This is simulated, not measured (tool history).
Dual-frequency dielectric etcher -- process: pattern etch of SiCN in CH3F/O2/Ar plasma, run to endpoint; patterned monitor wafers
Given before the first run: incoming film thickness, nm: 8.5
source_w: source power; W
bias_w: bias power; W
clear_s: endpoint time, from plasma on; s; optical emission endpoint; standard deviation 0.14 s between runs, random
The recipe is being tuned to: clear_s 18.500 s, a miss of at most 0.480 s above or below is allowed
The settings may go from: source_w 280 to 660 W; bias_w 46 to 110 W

run,hour,source_w,bias_w,clear_s
1,0.0,470,78,22.569
2,8.8,510,82,21.623
3,12.7,510,89,20.463
4,17.9,530,90,20.366
5,26.1,550,92,19.905
6,27.8,550,86,20.026
7,33.2,570,87,19.933
8,41.0,590,88,19.679

4 next moves are on the table. One of them brings every result within its allowed miss. Which?
A,48.8,660,81,?
B,48.8,600,97,?
C,48.8,550,89,?
D,48.8,580,90,?

move,clear_s
A,19.499
B,18.485
C,19.850
D,19.386
A: nearer than the last run, and not there yet
B: every result lands within tolerance
C: moves away from the targets compared with the last run
D: nearer than the last run, and not there yet
B is the move that brings every result within its allowed miss.
